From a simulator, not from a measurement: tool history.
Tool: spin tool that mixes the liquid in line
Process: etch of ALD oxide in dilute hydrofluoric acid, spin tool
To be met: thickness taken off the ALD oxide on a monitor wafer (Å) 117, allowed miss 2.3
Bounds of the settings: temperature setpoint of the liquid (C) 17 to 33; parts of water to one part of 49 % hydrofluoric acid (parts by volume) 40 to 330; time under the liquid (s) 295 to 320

| run | hour | temperature setpoint of the liquid (C) | parts of water to one part of 49 % hydrofluoric acid (parts by volume) | time under the liquid (s) | thickness taken off the ALD oxide on a monitor wafer (Å) |
|---|---|---|---|---|---|
| 1 | 0 | 25 | 185 | 295 | 161.15 |
| 2 | 8.5 | 24 | 185 | 295 | 154.23 |
| 3 | 14.8 | 23 | 185 | 295 | 148.93 |
| 4 | 22.9 | 23 | 130 | 295 | 225.05 |
| 5 | 24.1 | 22 | 140 | 295 | 199.29 |
| 6 | 31.2 | 22 | 195 | 295 | 135.16 |
| 7 | 40.1 | 22 | 195 | 295 | 134.89 |
| 8 | 40.7 | 21.5 | 195 | 295 | 131.24 |
| 9 | 48.7 | 21 | 195 | 295 | 129.42 |

4 next moves are on the table. One of them brings every result within its allowed miss. Which?
| A | 56.7 | 21.5 | 185 | 310 | ? |
| B | 56.7 | 19.5 | 205 | 300 | ? |
| C | 56.7 | 23.5 | 200 | 295 | ? |
| D | 56.7 | 24 | 195 | 295 | ? |

| move | thickness taken off the ALD oxide on a monitor wafer (Å) |
|---|---|
| A | 147.59 |
| B | 116.98 |
| C | 137.92 |
| D | 144.88 |
A: further off than the last run
B: meets every target
C: further off than the last run
D: further off than the last run
Move B is the one to make.
